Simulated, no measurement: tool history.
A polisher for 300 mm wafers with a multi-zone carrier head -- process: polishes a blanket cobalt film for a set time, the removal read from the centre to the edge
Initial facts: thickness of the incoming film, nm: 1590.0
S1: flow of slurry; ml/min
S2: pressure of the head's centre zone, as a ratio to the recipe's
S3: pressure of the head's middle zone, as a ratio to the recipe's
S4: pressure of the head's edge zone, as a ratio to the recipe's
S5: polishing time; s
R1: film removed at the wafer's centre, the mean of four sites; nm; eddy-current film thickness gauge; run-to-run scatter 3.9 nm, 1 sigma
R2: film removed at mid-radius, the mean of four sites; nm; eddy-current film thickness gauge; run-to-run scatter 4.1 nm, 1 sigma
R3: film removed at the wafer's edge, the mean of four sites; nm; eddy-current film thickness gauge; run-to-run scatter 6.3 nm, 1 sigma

run,hour,S1,S2,S3,S4,S5,R1,R2,R3
1,0,220,1,1,1,66,450.86,442.82,465.9
2,6.3,235,1,1.04,1.02,68,478.59,469.83,497.47
3,7.8,240,0.99,1.07,1,70,485.65,495.13,497.37
4,16.8,245,0.98,1.1,1,72,496.56,519.05,513.73
5,25.7,245,0.98,1.06,1,72,494.63,499.79,511.41
6,32.2,245,0.98,1.14,1,72,489.3,527.06,498.8
7,40.2,250,0.97,1.15,1,74,500.17,542.25,528.27
8,46.6,250,0.96,1.16,0.98,76,515,563.31,527.75
9,49,255,0.95,1.17,0.97,77,510.71,572.09,538.83

What will run 10 give?
10,52.2,255,0.95,1.17,0.96,78,?,?,?

R1: 515.26 nm
R2: 577.01 nm
R3: 543.37 nm

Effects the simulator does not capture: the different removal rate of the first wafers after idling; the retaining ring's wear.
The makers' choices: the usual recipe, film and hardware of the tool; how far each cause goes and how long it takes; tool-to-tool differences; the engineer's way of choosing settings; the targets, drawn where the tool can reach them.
